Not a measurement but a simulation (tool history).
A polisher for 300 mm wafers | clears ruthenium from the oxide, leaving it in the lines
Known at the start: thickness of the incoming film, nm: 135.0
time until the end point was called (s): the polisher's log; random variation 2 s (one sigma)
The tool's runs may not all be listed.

| run | hour | flow of slurry (ml/min) | pressure of the wafer on the pad (kPa) | speed of the pad under the wafer (cm/s) | overpolish time after the end point (s) | time until the end point was called (s) |
|---|---|---|---|---|---|---|
| 1 | 0.0 | 255 | 15.2 | 92 | 43 | 118.560 |
| 2 | 7.5 | 255 | 13.1 | 92 | 43 | 135.170 |
| 3 | 11.4 | 225 | 13.1 | 92 | 43 | 135.450 |
| 4 | 18.7 | 225 | 13.1 | 110 | 43 | 115.830 |
| 5 | 21.6 | 225 | 13.1 | 130 | 43 | 98.694 |
| 6 | 22.4 | 225 | 11.7 | 122 | 43 | 115.290 |
| 7 | 25.6 | 225 | 10.3 | 116 | 43 | 134.890 |

The next listed run, before its measurement:
| 8 | 29.3 | 225 | 9.7 | 112 | 43 | ? |

Run 8 gave time until the end point was called (s) 149.650.
